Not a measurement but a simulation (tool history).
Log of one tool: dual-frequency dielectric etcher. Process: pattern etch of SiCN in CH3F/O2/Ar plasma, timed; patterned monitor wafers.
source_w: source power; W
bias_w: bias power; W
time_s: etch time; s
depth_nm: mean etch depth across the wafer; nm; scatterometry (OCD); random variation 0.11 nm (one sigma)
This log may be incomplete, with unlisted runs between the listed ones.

run    day  source_w  bias_w  time_s  depth_nm
  1      0       530      81    48.5    21.881
  2  0.067       490      78    48.5    20.908
  3  0.317       550      78    48.5     21.88
  4  0.646       550      84    48.5    22.432
  5   0.85       620      84    48.5    23.372
  6  1.046       570      79      48    21.927
  7  1.208       530      76      48    20.906
  8  1.583       500      74      48    20.229

Run 9 comes next. What will it give?
  9  1.683       470      73      48         ?

Run 9 yielded depth_nm 19.722 nm.

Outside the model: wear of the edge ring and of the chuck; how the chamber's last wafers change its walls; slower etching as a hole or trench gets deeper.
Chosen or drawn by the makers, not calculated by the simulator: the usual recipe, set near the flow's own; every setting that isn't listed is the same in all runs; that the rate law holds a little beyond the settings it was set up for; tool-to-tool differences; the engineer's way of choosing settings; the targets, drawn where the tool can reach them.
